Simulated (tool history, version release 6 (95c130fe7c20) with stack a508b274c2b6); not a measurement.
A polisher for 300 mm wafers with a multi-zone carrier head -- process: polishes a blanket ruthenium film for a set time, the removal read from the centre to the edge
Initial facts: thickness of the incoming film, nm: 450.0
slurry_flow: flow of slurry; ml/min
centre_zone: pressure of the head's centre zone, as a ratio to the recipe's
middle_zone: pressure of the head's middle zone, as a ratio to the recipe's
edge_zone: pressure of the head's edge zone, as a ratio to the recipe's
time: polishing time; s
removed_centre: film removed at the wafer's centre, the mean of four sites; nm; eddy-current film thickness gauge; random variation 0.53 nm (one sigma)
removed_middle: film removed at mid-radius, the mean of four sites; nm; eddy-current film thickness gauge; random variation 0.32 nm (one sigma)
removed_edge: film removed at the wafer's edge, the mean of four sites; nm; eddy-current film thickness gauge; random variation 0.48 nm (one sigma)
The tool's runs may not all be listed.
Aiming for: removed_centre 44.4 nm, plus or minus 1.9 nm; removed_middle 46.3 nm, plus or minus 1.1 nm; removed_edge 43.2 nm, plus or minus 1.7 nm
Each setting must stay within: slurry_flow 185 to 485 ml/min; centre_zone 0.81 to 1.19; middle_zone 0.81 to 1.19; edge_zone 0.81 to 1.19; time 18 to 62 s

{"run": 1, "day": 0.0, "slurry_flow": 310, "centre_zone": 1, "middle_zone": 1, "edge_zone": 1, "time": 40, "removed_centre": 58.27, "removed_middle": 58.421, "removed_edge": 58.971}
{"run": 2, "day": 0.083, "slurry_flow": 310, "centre_zone": 1, "middle_zone": 1.05, "edge_zone": 1, "time": 40, "removed_centre": 57.157, "removed_middle": 61.891, "removed_edge": 58.217}
{"run": 3, "day": 0.112, "slurry_flow": 310, "centre_zone": 0.99, "middle_zone": 1.04, "edge_zone": 0.97, "time": 38, "removed_centre": 53.68, "removed_middle": 57.785, "removed_edge": 55.382}
{"run": 4, "day": 0.425, "slurry_flow": 310, "centre_zone": 1, "middle_zone": 1.04, "edge_zone": 0.95, "time": 36, "removed_centre": 51.764, "removed_middle": 54.076, "removed_edge": 51.415}
{"run": 5, "day": 0.696, "slurry_flow": 305, "centre_zone": 0.99, "middle_zone": 1.04, "edge_zone": 0.93, "time": 35, "removed_centre": 51.209, "removed_middle": 53.794, "removed_edge": 49.053}
{"run": 6, "day": 1.033, "slurry_flow": 300, "centre_zone": 0.97, "middle_zone": 1.02, "edge_zone": 0.92, "time": 34, "removed_centre": 47.485, "removed_middle": 50.16, "removed_edge": 48.492}
{"run": 7, "day": 1.288, "slurry_flow": 295, "centre_zone": 0.97, "middle_zone": 1.02, "edge_zone": 0.9, "time": 34, "removed_centre": 47.957, "removed_middle": 50.789, "removed_edge": 46.983}
{"run": 8, "day": 1.388, "slurry_flow": 290, "centre_zone": 0.96, "middle_zone": 1.01, "edge_zone": 0.89, "time": 34, "removed_centre": 46.423, "removed_middle": 50.269, "removed_edge": 47.12}
{"run": 9, "day": 1.475, "slurry_flow": 285, "centre_zone": 0.96, "middle_zone": 1, "edge_zone": 0.88, "time": 34, "removed_centre": 47.241, "removed_middle": 49.229, "removed_edge": 47.013}
{"run": 10, "day": 1.779, "slurry_flow": 280, "centre_zone": 0.96, "middle_zone": 1, "edge_zone": 0.87, "time": 34, "removed_centre": 47.667, "removed_middle": 49.711, "removed_edge": 45.916}
{"run": 11, "day": 2.021, "slurry_flow": 275, "centre_zone": 0.95, "middle_zone": 0.99, "edge_zone": 0.86, "time": 34, "removed_centre": 45.827, "removed_middle": 48.868, "removed_edge": 47.214}
{"run": 12, "day": 2.317, "slurry_flow": 275, "centre_zone": 0.95, "middle_zone": 0.99, "edge_zone": 0.85, "time": 34, "removed_centre": 46.776, "removed_middle": 49.025, "removed_edge": 46.076}
{"run": 13, "day": 2.608, "slurry_flow": 275, "centre_zone": 0.95, "middle_zone": 0.99, "edge_zone": 0.84, "time": 34, "removed_centre": 45.873, "removed_middle": 48.401, "removed_edge": 47.228}
{"run": 14, "day": 2.917, "slurry_flow": 270, "centre_zone": 0.96, "middle_zone": 0.99, "edge_zone": 0.84, "time": 33, "removed_centre": 45.545, "removed_middle": 47.77, "removed_edge": 44.088}
{"run": 15, "day": 3.1, "slurry_flow": 265, "centre_zone": 0.96, "middle_zone": 0.99, "edge_zone": 0.84, "time": 33, "removed_centre": 45.45, "removed_middle": 47.43, "removed_edge": 44.382}

Which single option among these 4 for the next run brings every result within its allowed miss of target? Just one does.
{"run": "A", "day": 3.283, "slurry_flow": 400, "centre_zone": 1.01, "middle_zone": 1.04, "edge_zone": 0.84, "time": 33, "removed_centre": "?", "removed_middle": "?", "removed_edge": "?"}
{"run": "B", "day": 3.283, "slurry_flow": 230, "centre_zone": 0.98, "middle_zone": 1.04, "edge_zone": 0.83, "time": 33, "removed_centre": "?", "removed_middle": "?", "removed_edge": "?"}
{"run": "C", "day": 3.283, "slurry_flow": 320, "centre_zone": 0.96, "middle_zone": 0.99, "edge_zone": 0.85, "time": 32, "removed_centre": "?", "removed_middle": "?", "removed_edge": "?"}
{"run": "D", "day": 3.283, "slurry_flow": 345, "centre_zone": 0.97, "middle_zone": 0.98, "edge_zone": 0.9, "time": 34, "removed_centre": "?", "removed_middle": "?", "removed_edge": "?"}

move=A removed_centre=48.005 removed_middle=50.415 removed_edge=45.086
move=B removed_centre=44.306 removed_middle=48.211 removed_edge=43.336
move=C removed_centre=43.433 removed_middle=46.154 removed_edge=43.438
move=D removed_centre=46.925 removed_middle=48.894 removed_edge=47.579
A: further off than the last run
B: further off than the last run
C: every result within its allowed miss
D: further off than the last run
C is the move that brings every result within its allowed miss.
